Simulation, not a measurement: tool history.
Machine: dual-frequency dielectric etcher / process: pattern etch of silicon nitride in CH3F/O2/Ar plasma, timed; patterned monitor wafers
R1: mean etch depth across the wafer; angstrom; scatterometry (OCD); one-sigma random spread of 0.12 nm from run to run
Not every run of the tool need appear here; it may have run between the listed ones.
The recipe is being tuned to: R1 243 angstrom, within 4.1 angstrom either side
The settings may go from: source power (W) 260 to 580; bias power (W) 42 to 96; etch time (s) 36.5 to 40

{"run": 1, "hour": 0.0, "source power (W)": 420, "bias power (W)": 69, "etch time (s)": 40, "R1": 278.39}
{"run": 2, "hour": 3.7, "source power (W)": 400, "bias power (W)": 69, "etch time (s)": 40, "R1": 273.37}
{"run": 3, "hour": 9.9, "source power (W)": 400, "bias power (W)": 81, "etch time (s)": 40, "R1": 293.75}
{"run": 4, "hour": 12.1, "source power (W)": 350, "bias power (W)": 81, "etch time (s)": 40, "R1": 284.3}
{"run": 5, "hour": 21.0, "source power (W)": 340, "bias power (W)": 79, "etch time (s)": 40, "R1": 280.91}
{"run": 6, "hour": 29.9, "source power (W)": 330, "bias power (W)": 77, "etch time (s)": 40, "R1": 273.96}
{"run": 7, "hour": 34.5, "source power (W)": 320, "bias power (W)": 75, "etch time (s)": 40, "R1": 266.72}
{"run": 8, "hour": 36.5, "source power (W)": 310, "bias power (W)": 74, "etch time (s)": 40, "R1": 262.57}
{"run": 9, "hour": 40.1, "source power (W)": 300, "bias power (W)": 73, "etch time (s)": 40, "R1": 259.26}
{"run": 10, "hour": 44.3, "source power (W)": 300, "bias power (W)": 72, "etch time (s)": 40, "R1": 254.89}
{"run": 11, "hour": 50.8, "source power (W)": 280, "bias power (W)": 71, "etch time (s)": 40, "R1": 251.86}

Next run, 5 choices. One meets every target within its allowed miss, the rest don't. Which?
{"run": "A", "hour": 57.3, "source power (W)": 280, "bias power (W)": 72, "etch time (s)": 36.5, "R1": "?"}
{"run": "B", "hour": 57.3, "source power (W)": 260, "bias power (W)": 78, "etch time (s)": 40, "R1": "?"}
{"run": "C", "hour": 57.3, "source power (W)": 310, "bias power (W)": 70, "etch time (s)": 38, "R1": "?"}
{"run": "D", "hour": 57.3, "source power (W)": 380, "bias power (W)": 66, "etch time (s)": 38.5, "R1": "?"}
{"run": "E", "hour": 57.3, "source power (W)": 310, "bias power (W)": 72, "etch time (s)": 39, "R1": "?"}

move=A R1=230.78
move=B R1=257.8
move=C R1=243.3
move=D R1=253.25
move=E R1=252.97
A: pushes the last run's worst result past its target
B: its largest miss is bigger than the last run's
C: meets every target
D: its largest miss is bigger than the last run's
E: its largest miss is bigger than the last run's
The move that meets every target is C.

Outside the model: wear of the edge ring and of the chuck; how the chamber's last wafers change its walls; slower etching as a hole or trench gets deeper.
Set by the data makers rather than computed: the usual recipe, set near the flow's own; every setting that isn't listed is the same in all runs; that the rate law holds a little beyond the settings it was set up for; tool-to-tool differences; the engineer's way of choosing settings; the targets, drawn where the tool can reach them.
